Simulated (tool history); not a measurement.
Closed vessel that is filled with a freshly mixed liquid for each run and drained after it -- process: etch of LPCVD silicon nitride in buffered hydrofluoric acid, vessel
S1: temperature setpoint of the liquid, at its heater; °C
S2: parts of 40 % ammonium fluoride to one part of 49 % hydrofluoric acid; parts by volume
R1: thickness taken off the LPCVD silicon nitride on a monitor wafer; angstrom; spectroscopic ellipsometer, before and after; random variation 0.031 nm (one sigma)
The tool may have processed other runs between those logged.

Run 1, hour 0: S1 21 °C, S2 14.5 parts by volume, time in the liquid (s) 580. Result: R1 46.795 angstrom.
Run 2, hour 2.3: S1 20 °C, S2 15 parts by volume, time in the liquid (s) 580. Result: R1 43.232 angstrom.
Run 3, hour 11.7: S1 19.5 °C, S2 15.5 parts by volume, time in the liquid (s) 580. Result: R1 40.664 angstrom.
Run 4, hour 20.8: S1 19.5 °C, S2 15.5 parts by volume, time in the liquid (s) 580. Result: R1 40.865 angstrom.
Run 5, hour 23.1: S1 19 °C, S2 16 parts by volume, time in the liquid (s) 580. Result: R1 37.967 angstrom.
Run 6, hour 26.6: S1 19 °C, S2 16 parts by volume, time in the liquid (s) 375. Result: R1 24.852 angstrom.
Run 7, hour 28.8: S1 19.5 °C, S2 16 parts by volume, time in the liquid (s) 375. Result: R1 25.246 angstrom.

What will run 8 give?
Run 8, hour 37.7: S1 21 °C, S2 16 parts by volume, time in the liquid (s) 375. Result: R1 ?.

R1: 27.554 angstrom
